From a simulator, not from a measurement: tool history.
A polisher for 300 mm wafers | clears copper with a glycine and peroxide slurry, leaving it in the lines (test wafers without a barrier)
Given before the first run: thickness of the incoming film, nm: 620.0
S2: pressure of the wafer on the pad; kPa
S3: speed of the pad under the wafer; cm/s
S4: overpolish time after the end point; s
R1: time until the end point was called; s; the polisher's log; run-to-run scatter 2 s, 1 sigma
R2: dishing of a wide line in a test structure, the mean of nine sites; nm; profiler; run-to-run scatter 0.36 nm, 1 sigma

Run 1, day 0.000: flow of slurry (ml/min) 235, S2 16.5 kPa, S3 76 cm/s, S4 27 s. Result: R1 134.90 s, R2 58.624 nm.
Run 2, day 0.258: flow of slurry (ml/min) 225, S2 15.2 kPa, S3 80 cm/s, S4 25 s. Result: R1 137.67 s, R2 55.515 nm.
Run 3, day 0.450: flow of slurry (ml/min) 240, S2 14.5 kPa, S3 82 cm/s, S4 23 s. Result: R1 139.79 s, R2 51.664 nm.
Run 4, day 0.562: flow of slurry (ml/min) 240, S2 14.5 kPa, S3 72 cm/s, S4 23 s. Result: R1 155.53 s, R2 50.330 nm.
Run 5, day 0.796: flow of slurry (ml/min) 240, S2 14.5 kPa, S3 72 cm/s, S4 12 s. Result: R1 150.88 s, R2 32.039 nm.
Run 6, day 0.979: flow of slurry (ml/min) 240, S2 14.5 kPa, S3 82 cm/s, S4 12 s. Result: R1 137.00 s, R2 34.086 nm.
Run 7, day 1.283: flow of slurry (ml/min) 235, S2 15.2 kPa, S3 80 cm/s, S4 12 s. Result: R1 133.62 s, R2 34.880 nm.
Run 8, day 1.488: flow of slurry (ml/min) 250, S2 15.9 kPa, S3 78 cm/s, S4 12 s. Result: R1 135.95 s, R2 34.757 nm.
Run 9, day 1.838: flow of slurry (ml/min) 235, S2 15.9 kPa, S3 78 cm/s, S4 12 s. Result: R1 137.57 s, R2 35.360 nm.
Run 10, day 1.992: flow of slurry (ml/min) 250, S2 15.2 kPa, S3 80 cm/s, S4 12 s. Result: R1 134.44 s, R2 35.217 nm.
Run 11, day 2.175: flow of slurry (ml/min) 235, S2 15.2 kPa, S3 82 cm/s, S4 12 s. Result: R1 131.83 s, R2 34.136 nm.
Run 12, day 2.383: flow of slurry (ml/min) 225, S2 15.2 kPa, S3 84 cm/s, S4 12 s. Result: R1 134.22 s, R2 35.383 nm.
Run 13, day 2.679: flow of slurry (ml/min) 240, S2 14.5 kPa, S3 84 cm/s, S4 12 s. Result: R1 137.79 s, R2 35.081 nm.
Run 14, day 2.967: flow of slurry (ml/min) 230, S2 15.9 kPa, S3 78 cm/s, S4 12 s. Result: R1 132.32 s, R2 34.793 nm.
Run 15, day 3.288: flow of slurry (ml/min) 220, S2 16.5 kPa, S3 74 cm/s, S4 12 s. Result: R1 135.95 s, R2 34.901 nm.

Run 16 is up next; what results do you expect?
Run 16, day 3.467: flow of slurry (ml/min) 285, S2 12.4 kPa, S3 94 cm/s, S4 8 s. Result: R1 ?, R2 ?.

For run 16 the tool returned R1 141.41 s, R2 23.830 nm.
